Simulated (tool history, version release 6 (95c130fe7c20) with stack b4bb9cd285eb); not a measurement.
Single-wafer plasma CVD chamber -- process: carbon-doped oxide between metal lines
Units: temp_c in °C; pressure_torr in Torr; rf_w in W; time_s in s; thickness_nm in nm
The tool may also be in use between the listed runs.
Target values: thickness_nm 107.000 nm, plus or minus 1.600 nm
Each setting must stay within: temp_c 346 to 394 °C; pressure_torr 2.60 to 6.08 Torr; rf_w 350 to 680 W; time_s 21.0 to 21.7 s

run	hour	temp_c	pressure_torr	rf_w	time_s	thickness_nm
1	0.0	370	4.34	515	21.0	94.035
2	6.7	370	4.87	515	21.0	96.219
3	7.7	370	4.41	515	21.0	94.129
4	15.1	360	4.41	515	21.0	96.278
5	19.1	364	4.41	515	21.0	95.802
6	21.3	371	4.41	515	21.0	94.555
7	25.2	370	4.81	530	21.0	98.315
8	27.2	368	5.11	535	21.0	100.580

4 candidate next runs follow, results not yet known. Just one meets every target within its allowed miss. Identify it.
A	29.2	372	5.55	560	21.0	?
B	29.2	363	5.04	570	21.7	?
C	29.2	364	4.58	560	21.7	?
D	29.2	364	5.57	565	21.7	?

move	thickness_nm
A	104.370
B	110.110
C	106.690
D	110.630
A: closer than the last run, but not yet in spec
B: takes the biggest miss from the last run beyond its target
C: every result within its allowed miss
D: takes the biggest miss from the last run beyond its target
Answer: C
